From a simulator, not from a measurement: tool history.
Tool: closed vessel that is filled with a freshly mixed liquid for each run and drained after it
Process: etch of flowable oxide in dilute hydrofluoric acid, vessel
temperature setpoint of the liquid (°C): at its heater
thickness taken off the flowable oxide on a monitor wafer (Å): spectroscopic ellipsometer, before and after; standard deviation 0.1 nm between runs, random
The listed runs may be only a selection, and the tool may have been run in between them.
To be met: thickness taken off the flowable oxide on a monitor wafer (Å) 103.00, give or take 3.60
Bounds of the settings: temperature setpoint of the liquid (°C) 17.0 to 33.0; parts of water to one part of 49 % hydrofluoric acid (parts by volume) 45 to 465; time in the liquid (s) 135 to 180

run,hour,temperature setpoint of the liquid (°C),parts of water to one part of 49 % hydrofluoric acid (parts by volume),time in the liquid (s),thickness taken off the flowable oxide on a monitor wafer (Å)
1,0.0,25.0,255,180,191.20
2,0.7,25.0,190,180,277.95
3,9.4,27.5,190,180,301.22
4,18.4,27.5,135,180,451.58
5,21.1,29.5,135,180,492.01
6,25.0,31.0,135,180,517.86
7,25.8,29.5,155,180,412.15
8,34.2,28.0,175,180,340.30
9,36.3,26.5,190,180,290.26
10,38.1,22.5,295,175,142.04
11,43.8,22.0,300,175,135.30
12,45.2,21.5,305,175,130.97
13,52.0,21.0,310,175,126.67
14,57.2,20.5,315,175,123.54
15,64.5,20.0,320,175,119.12
16,72.7,20.0,325,175,117.99
17,80.1,20.0,330,175,112.14
18,83.2,19.5,330,175,110.58

Below are 4 possible settings for the next run. Only one of them brings all results inside the allowed miss of their targets. Which is it?
A,86.3,20.5,345,180,?
B,86.3,18.0,290,170,?
C,86.3,19.0,340,170,?
D,86.3,20.0,255,135,?

move,thickness taken off the flowable oxide on a monitor wafer (Å)
A,111.02
B,119.41
C,101.27
D,119.94
A: moves away from the targets compared with the last run
B: moves away from the targets compared with the last run
C: all results land within tolerance of their targets
D: moves away from the targets compared with the last run
Move C is the one to make.
